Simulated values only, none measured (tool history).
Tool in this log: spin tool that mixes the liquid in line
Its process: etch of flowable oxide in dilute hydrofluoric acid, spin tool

run	hour	temperature setpoint of the liquid (C)	parts of water to one part of 49 % hydrofluoric acid (parts by volume)	time under the liquid (s)	thickness taken off the flowable oxide on a monitor wafer (angstrom)
1	0	21	65	15	117.84
2	2.6	21	50	15	156.43
3	7.4	21	50	15	157.9
4	9	24	50	15	181
5	11.8	24	50	15	176.26
6	15.6	24	60	15	148.02
7	21.5	23	60	15	142.91
8	25.1	22.5	60	15	140.14
9	29.4	22	60	15	135.4
10	34.2	21.5	60	15	133.8

Forecast run 11:
11	41.6	21	60	15	?

Logged for run 11: thickness taken off the flowable oxide on a monitor wafer (angstrom) 131.48.
